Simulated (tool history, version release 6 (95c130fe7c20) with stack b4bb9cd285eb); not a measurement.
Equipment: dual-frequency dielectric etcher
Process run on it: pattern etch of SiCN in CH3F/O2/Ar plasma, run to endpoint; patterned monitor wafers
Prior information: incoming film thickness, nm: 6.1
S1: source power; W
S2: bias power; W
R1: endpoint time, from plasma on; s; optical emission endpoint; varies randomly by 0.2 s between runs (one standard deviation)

run 1 day=0.000 | S1=310 S2=90 | R1=16.821
run 2 day=0.175 | S1=310 S2=77 | R1=18.576
run 3 day=0.217 | S1=280 S2=77 | R1=19.325
run 4 day=0.454 | S1=280 S2=63 | R1=21.201
run 5 day=0.817 | S1=260 S2=61 | R1=22.465
run 6 day=0.912 | S1=260 S2=72 | R1=20.813
run 7 day=1.146 | S1=240 S2=69 | R1=22.428
run 8 day=1.329 | S1=230 S2=69 | R1=22.899

What will run 9 give?
run 9 day=1.517 | S1=220 S2=69 | R1=?

R1: 23.572 s
